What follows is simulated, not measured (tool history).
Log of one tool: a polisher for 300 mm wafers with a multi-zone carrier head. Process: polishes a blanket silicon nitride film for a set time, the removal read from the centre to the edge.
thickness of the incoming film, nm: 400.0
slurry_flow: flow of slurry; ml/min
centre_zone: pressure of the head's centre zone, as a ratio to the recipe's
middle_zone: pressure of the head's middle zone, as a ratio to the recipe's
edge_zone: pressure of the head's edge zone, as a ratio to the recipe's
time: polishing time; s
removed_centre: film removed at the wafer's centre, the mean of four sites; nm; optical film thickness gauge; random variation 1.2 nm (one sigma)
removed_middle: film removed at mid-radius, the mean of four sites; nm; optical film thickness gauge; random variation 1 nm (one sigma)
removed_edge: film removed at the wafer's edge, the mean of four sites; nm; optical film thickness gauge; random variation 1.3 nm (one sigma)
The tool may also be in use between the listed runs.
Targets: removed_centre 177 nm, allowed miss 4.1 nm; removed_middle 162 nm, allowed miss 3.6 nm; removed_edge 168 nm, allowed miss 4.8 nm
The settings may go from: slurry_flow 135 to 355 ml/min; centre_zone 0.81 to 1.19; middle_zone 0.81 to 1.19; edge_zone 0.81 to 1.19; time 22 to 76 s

| run | hour | slurry_flow | centre_zone | middle_zone | edge_zone | time | removed_centre | removed_middle | removed_edge |
|---|---|---|---|---|---|---|---|---|---|
| 1 | 0 | 225 | 1 | 1 | 1 | 49 | 107.65 | 110.48 | 107.66 |
| 2 | 3.5 | 235 | 1.03 | 1.01 | 1.04 | 52 | 118.53 | 120.85 | 116.53 |
| 3 | 12 | 240 | 1.05 | 1 | 1.07 | 55 | 128.23 | 126 | 124.63 |
| 4 | 17.2 | 240 | 1.06 | 1 | 1.09 | 58 | 134.88 | 131.43 | 133.05 |
| 5 | 18.4 | 240 | 1.06 | 1 | 1.09 | 52 | 122.62 | 119 | 119.04 |
| 6 | 19.2 | 240 | 1.07 | 1 | 1.11 | 55 | 131.3 | 124.53 | 126.08 |
| 7 | 23.1 | 245 | 1.08 | 1 | 1.12 | 58 | 139.65 | 132.7 | 134.94 |
| 8 | 23.9 | 245 | 1.08 | 1 | 1.12 | 58 | 140.94 | 132.66 | 137.26 |
| 9 | 25.3 | 255 | 1.09 | 1.01 | 1.13 | 59 | 142.86 | 135.63 | 138.87 |
| 10 | 33.8 | 260 | 1.1 | 1.02 | 1.14 | 61 | 150.21 | 142.69 | 143.98 |

Which of these 4 next moves meets every target?
| A | 42.3 | 255 | 1.02 | 0.81 | 1.19 | 61 | ? | ? | ? |
| B | 42.3 | 305 | 0.94 | 1.16 | 1.08 | 64 | ? | ? | ? |
| C | 42.3 | 230 | 1.19 | 0.94 | 1.18 | 70 | ? | ? | ? |
| D | 42.3 | 320 | 1.13 | 1.01 | 1.19 | 69 | ? | ? | ? |

| move | removed_centre | removed_middle | removed_edge |
|---|---|---|---|
| A | 138.35 | 118.07 | 147.5 |
| B | 136.54 | 170.42 | 149.05 |
| C | 183.37 | 151.42 | 166.92 |
| D | 177.84 | 163.72 | 169.08 |
A: further off than the last run
B: further off than the last run
C: takes the result that was furthest off past its target
D: meets every target
Move D is the one to make.
